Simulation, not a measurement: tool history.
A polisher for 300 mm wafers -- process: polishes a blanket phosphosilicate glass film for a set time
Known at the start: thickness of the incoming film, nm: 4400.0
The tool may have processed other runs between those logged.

run    day  flow of slurry (ml/min)  pressure of the wafer on the pad (kPa)  speed of the pad under the wafer (m/s)  abrasive content of the slurry  polishing time (s)  film removed (Å)
  1      0                      250                                    16.5                                    1.16                               1                  67              5236
  2  0.233                      250                                    16.5                                    1.16                               1                  71            5472.5
  3  0.588                      250                                    16.5                                    0.98                               1                  71              4878
  4  0.888                      220                                    16.5                                    0.98                               1                  71            4744.2
  5  1.229                      230                                    17.9                                    0.98                               1                  71            5222.1
  6  1.338                      230                                    17.9                                    0.98                             0.8                  71            4337.7

The next listed run, before its measurement:
  7  1.554                      240                                    19.3                                    0.98                             0.8                  71                 ?

For run 7 the tool returned film removed (Å) 4605.1.
